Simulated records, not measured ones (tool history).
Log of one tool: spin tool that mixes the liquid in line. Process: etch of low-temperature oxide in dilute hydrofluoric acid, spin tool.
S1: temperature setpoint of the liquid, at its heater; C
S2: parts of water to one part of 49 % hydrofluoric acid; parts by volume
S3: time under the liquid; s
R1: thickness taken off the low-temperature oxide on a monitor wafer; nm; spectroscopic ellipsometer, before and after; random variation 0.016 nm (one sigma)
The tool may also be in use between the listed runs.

| run | hour | S1 | S2 | S3 | R1 |
|---|---|---|---|---|---|
| 1 | 0 | 21 | 130 | 40 | 2.4296 |
| 2 | 8.3 | 23 | 120 | 40 | 2.9236 |
| 3 | 12.3 | 24.5 | 115 | 40 | 3.2438 |
| 4 | 20.3 | 27 | 115 | 40 | 3.5806 |
|  | 20.9 | thermometer replaced |
| 5 | 20.9 | 27 | 160 | 40 | 2.6559 |
| 6 | 26.3 | 27 | 160 | 40 | 2.6411 |
| 7 | 32.5 | 27 | 160 | 40 | 2.6393 |

Forecast run 8:
| 8 | 38.2 | 27.5 | 140 | 40 | ? |

{"run 8": {"R1": 3.1719}}
